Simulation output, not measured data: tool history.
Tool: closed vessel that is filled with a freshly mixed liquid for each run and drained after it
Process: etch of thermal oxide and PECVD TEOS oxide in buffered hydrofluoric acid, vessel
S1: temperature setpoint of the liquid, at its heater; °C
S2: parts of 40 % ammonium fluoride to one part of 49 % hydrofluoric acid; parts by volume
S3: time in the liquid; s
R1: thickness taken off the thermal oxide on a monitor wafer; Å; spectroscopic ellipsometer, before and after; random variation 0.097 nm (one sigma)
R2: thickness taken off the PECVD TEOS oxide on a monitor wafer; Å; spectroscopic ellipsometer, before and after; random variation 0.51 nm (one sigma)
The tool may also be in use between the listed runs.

| run | hour | S1 | S2 | S3 | R1 | R2 |
|---|---|---|---|---|---|---|
| 1 | 0.0 | 20.0 | 8.0 | 60 | 704.68 | 2176.00 |
| 2 | 8.8 | 22.0 | 8.0 | 60 | 794.35 | 2439.50 |
| 3 | 11.9 | 20.5 | 9.5 | 55 | 566.78 | 1747.30 |
| 4 | 17.5 | 20.5 | 9.5 | 35 | 360.94 | 1107.30 |
| 5 | 26.6 | 18.5 | 9.5 | 35 | 321.72 | 994.31 |
| 6 | 32.6 | 19.5 | 9.5 | 35 | 341.62 | 1054.00 |
| 7 | 39.0 | 19.0 | 10.5 | 35 | 303.30 | 934.95 |
| 8 | 46.8 | 18.5 | 11.0 | 35 | 284.06 | 874.16 |
| 9 | 51.8 | 18.0 | 11.5 | 35 | 263.11 | 820.61 |
| 10 | 60.1 | 18.0 | 12.0 | 35 | 254.78 | 775.05 |
| 11 | 66.1 | 17.5 | 12.0 | 35 | 247.01 | 772.45 |
| 12 | 74.6 | 17.5 | 12.5 | 35 | 237.23 | 734.66 |
| 13 | 82.0 | 17.0 | 13.0 | 35 | 220.65 | 682.94 |
| 14 | 87.9 | 17.0 | 13.0 | 35 | 221.41 | 685.35 |
| 15 | 94.8 | 17.5 | 13.0 | 35 | 227.31 | 699.51 |

The next listed run, before its measurement:
| 16 | 96.9 | 17.5 | 13.0 | 35 | ? | ? |

R1: 227.27 Å
R2: 703.72 Å
